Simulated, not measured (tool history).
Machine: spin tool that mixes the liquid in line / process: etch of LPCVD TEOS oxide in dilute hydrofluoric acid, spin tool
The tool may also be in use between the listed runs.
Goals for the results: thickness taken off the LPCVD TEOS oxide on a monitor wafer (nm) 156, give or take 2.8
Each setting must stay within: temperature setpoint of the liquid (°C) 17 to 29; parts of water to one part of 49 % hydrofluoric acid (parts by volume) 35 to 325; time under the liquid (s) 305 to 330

run  hour  temperature setpoint of the liquid (°C)  parts of water to one part of 49 % hydrofluoric acid (parts by volume)  time under the liquid (s)  thickness taken off the LPCVD TEOS oxide on a monitor wafer (nm)
  1     0                                       21                                                                     180                        305                                                            75.554
  2   5.5                                       23                                                                     160                        305                                                            94.225
  3  13.3                                     24.5                                                                     150                        305                                                            107.68
  4  14.2                                       26                                                                     140                        305                                                            123.58
  5  16.8                                       26                                                                     140                        305                                                            121.97
  6  18.5                                       26                                                                     185                        305                                                            88.081
  7  26.3                                       29                                                                     115                        305                                                            172.46
  8  27.3                                     28.5                                                                     115                        305                                                            168.78

Of the 4 settings listed for the next run, only one would bring every result within its allowed miss of target. Which one?
  A  28.3                                       29                                                                     135                        330                                                                 ?
  B  28.3                                       27                                                                     125                        305                                                                 ?
  C  28.3                                       29                                                                     130                        305                                                                 ?
  D  28.3                                     28.5                                                                     115                        325                                                                 ?

move  thickness taken off the LPCVD TEOS oxide on a monitor wafer (nm)
   A                                                            153.47
   B                                                            144.03
   C                                                            148.27
   D                                                            178.83
A: meets every target
B: pushes the last run's worst result past its target
C: pushes the last run's worst result past its target
D: further off than the last run
The move that meets every target is A.

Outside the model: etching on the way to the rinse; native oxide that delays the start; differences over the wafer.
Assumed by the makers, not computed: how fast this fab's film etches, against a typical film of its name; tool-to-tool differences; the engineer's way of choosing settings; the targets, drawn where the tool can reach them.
